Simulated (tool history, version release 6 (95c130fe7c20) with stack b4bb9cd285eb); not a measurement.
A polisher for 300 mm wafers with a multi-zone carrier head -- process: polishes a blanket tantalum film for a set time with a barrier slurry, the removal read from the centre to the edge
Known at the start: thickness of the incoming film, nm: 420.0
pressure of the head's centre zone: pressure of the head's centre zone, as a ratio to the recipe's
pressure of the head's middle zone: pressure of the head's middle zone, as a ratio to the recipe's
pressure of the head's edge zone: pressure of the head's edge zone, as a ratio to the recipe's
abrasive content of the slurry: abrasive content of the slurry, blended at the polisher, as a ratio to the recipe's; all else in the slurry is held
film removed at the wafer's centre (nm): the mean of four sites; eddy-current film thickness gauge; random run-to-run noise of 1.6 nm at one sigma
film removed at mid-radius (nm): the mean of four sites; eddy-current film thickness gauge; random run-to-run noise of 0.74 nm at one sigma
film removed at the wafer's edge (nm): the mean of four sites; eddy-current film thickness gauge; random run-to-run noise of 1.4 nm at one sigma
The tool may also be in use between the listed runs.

run,hour,flow of slurry (ml/min),pressure of the head's centre zone,pressure of the head's middle zone,pressure of the head's edge zone,abrasive content of the slurry,polishing time (s),film removed at the wafer's centre (nm),film removed at mid-radius (nm),film removed at the wafer's edge (nm)
1,0.0,280,1.00,1.00,1.00,1.00,34,92.271,93.828,93.948
2,1.5,280,1.00,1.00,0.95,1.00,34,90.656,92.905,90.019
3,3.6,280,1.00,1.00,0.87,1.00,34,92.718,93.234,87.606
4,5.9,255,1.00,1.00,0.87,1.00,34,90.233,90.970,85.074
5,8.2,270,1.02,0.99,0.90,1.05,34,94.384,92.156,89.012
6,13.5,270,1.02,0.99,0.90,1.05,27,74.319,74.218,69.629
7,17.5,280,1.04,0.98,0.93,1.10,28,81.684,77.157,74.849

Run 8 comes next. What will it give?
8,25.5,305,1.10,0.96,1.03,1.35,34,?,?,?

Run 8 measured film removed at the wafer's centre (nm) 110.620, film removed at mid-radius (nm) 98.143, film removed at the wafer's edge (nm) 103.120.
